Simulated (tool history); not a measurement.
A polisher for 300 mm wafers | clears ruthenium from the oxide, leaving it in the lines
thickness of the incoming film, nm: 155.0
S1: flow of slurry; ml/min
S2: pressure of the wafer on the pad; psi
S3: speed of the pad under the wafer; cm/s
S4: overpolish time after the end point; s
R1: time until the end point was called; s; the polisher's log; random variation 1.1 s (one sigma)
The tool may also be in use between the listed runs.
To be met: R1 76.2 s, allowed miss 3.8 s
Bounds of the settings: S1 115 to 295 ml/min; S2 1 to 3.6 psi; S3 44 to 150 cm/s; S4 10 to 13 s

Run 1, hour 0: S1 190 ml/min, S2 2.3 psi, S3 96 cm/s, S4 13 s. Result: R1 120.49 s.
Run 2, hour 2.1: S1 170 ml/min, S2 2.3 psi, S3 96 cm/s, S4 13 s. Result: R1 123.44 s.
Run 3, hour 9.5: S1 170 ml/min, S2 2.5 psi, S3 96 cm/s, S4 13 s. Result: R1 116.05 s.
Run 4, hour 14.9: S1 175 ml/min, S2 2.7 psi, S3 96 cm/s, S4 13 s. Result: R1 108.83 s.
Run 5, hour 18.9: S1 175 ml/min, S2 2.7 psi, S3 78 cm/s, S4 13 s. Result: R1 131.72 s.
Run 6, hour 26.6: S1 190 ml/min, S2 2.7 psi, S3 78 cm/s, S4 13 s. Result: R1 136.06 s.
Run 7, hour 35: S1 190 ml/min, S2 2.8 psi, S3 82 cm/s, S4 13 s. Result: R1 119.9 s.
Run 8, hour 40.7: S1 190 ml/min, S2 2.9 psi, S3 84 cm/s, S4 13 s. Result: R1 115.56 s.

5 next moves are on the table. One of them brings every result within its allowed miss. Which?
Run A, hour 46.4: S1 125 ml/min, S2 1.9 psi, S3 66 cm/s, S4 12 s. Result: R1 ?.
Run B, hour 46.4: S1 230 ml/min, S2 3.1 psi, S3 118 cm/s, S4 13 s. Result: R1 ?.
Run C, hour 46.4: S1 215 ml/min, S2 3.3 psi, S3 86 cm/s, S4 13 s. Result: R1 ?.
Run D, hour 46.4: S1 135 ml/min, S2 2.3 psi, S3 144 cm/s, S4 13 s. Result: R1 ?.
Run E, hour 46.4: S1 185 ml/min, S2 2.6 psi, S3 50 cm/s, S4 10 s. Result: R1 ?.

move      R1
   A  216.84
   B  78.961
   C  103.35
   D   88.06
   E  211.24
A: further off than the last run
B: meets every target
C: nearer than the last run, and not there yet
D: nearer than the last run, and not there yet
E: further off than the last run
Move B is the one to make.

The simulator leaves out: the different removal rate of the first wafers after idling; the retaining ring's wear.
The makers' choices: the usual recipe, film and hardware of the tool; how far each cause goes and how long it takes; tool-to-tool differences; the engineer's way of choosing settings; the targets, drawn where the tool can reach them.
